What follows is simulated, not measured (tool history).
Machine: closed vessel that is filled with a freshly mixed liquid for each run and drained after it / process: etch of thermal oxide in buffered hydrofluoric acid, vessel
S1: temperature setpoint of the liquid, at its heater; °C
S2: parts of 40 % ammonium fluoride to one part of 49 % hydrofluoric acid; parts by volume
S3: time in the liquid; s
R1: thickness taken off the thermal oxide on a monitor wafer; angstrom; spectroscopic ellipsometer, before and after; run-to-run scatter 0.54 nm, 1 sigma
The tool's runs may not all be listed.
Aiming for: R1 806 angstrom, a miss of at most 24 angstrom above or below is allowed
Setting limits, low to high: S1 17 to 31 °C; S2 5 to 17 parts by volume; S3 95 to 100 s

run  hour    S1    S2   S3      R1
  1     0    23  10.5   95  973.15
  2   2.6    23  10.5   95  983.39
  3   3.8  22.5  10.5   95  956.43
  4   8.9  22.5  10.5  100  1000.7
  5  11.5  22.5     8  100  1264.8
  6  19.7    22     8  100  1242.8
  7    23    22     8  100  1240.6
  8  31.9  21.5   8.5  100  1133.4
  9  36.7    21   8.5  100  1107.4
 10  43.8  20.5   8.5  100  1068.4
 11  49.8    17    10  100  766.01

Of the 4 settings listed for the next run, only one would bring every result within its allowed miss of target. Which one?
  A  55.8  17  10.5  100   ?
  B  55.8  17   9.5   95   ?
  C  55.8  21    12  100   ?
  D  55.8  17    10   95   ?

move      R1
   A  728.43
   B  749.57
   C  801.14
   D  725.69
A: lands further from the targets than the last run did
B: lands further from the targets than the last run did
C: every result within its allowed miss
D: lands further from the targets than the last run did
Go with C: it meets all targets.

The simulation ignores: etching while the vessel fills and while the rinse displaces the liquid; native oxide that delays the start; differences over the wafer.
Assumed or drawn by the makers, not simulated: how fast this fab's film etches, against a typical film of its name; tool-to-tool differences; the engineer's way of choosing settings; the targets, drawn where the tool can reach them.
